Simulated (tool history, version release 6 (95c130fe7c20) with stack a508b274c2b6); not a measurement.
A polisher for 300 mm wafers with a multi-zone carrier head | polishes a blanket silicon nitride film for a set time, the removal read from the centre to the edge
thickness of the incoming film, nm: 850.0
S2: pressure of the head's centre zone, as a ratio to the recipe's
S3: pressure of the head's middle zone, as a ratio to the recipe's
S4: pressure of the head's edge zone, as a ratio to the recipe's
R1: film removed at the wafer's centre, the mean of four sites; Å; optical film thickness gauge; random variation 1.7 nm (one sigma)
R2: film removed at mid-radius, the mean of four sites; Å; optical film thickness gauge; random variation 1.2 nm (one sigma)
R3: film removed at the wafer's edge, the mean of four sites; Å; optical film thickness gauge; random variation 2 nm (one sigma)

Run 1, day 0: flow of slurry (ml/min) 285, S2 1, S3 1, S4 1, polishing time (s) 70. Result: R1 1083 Å, R2 1091.4 Å, R3 1054.8 Å.
Run 2, day 0.129: flow of slurry (ml/min) 295, S2 1.02, S3 1.04, S4 1.02, polishing time (s) 74. Result: R1 1163 Å, R2 1206.2 Å, R3 1133.3 Å.
Run 3, day 0.225: flow of slurry (ml/min) 305, S2 1.05, S3 1.07, S4 1.04, polishing time (s) 77. Result: R1 1235.2 Å, R2 1291 Å, R3 1221.6 Å.
Run 4, day 0.346: flow of slurry (ml/min) 310, S2 1.08, S3 1.1, S4 1.04, polishing time (s) 79. Result: R1 1309.9 Å, R2 1349.1 Å, R3 1227.7 Å.
Run 5, day 0.571: flow of slurry (ml/min) 310, S2 1.08, S3 1.04, S4 1.04, polishing time (s) 79. Result: R1 1322.1 Å, R2 1283 Å, R3 1227.7 Å.
Run 6, day 0.792: flow of slurry (ml/min) 310, S2 1.04, S3 1.04, S4 1.04, polishing time (s) 79. Result: R1 1272.3 Å, R2 1284.6 Å, R3 1267.8 Å.

Run 7 comes next. What will it give?
Run 7, day 1.088: flow of slurry (ml/min) 315, S2 1.06, S3 1.07, S4 1.04, polishing time (s) 81. Result: R1 ?, R2 ?, R3 ?.

R1: 1327.7 Å
R2: 1349.1 Å
R3: 1282.7 Å

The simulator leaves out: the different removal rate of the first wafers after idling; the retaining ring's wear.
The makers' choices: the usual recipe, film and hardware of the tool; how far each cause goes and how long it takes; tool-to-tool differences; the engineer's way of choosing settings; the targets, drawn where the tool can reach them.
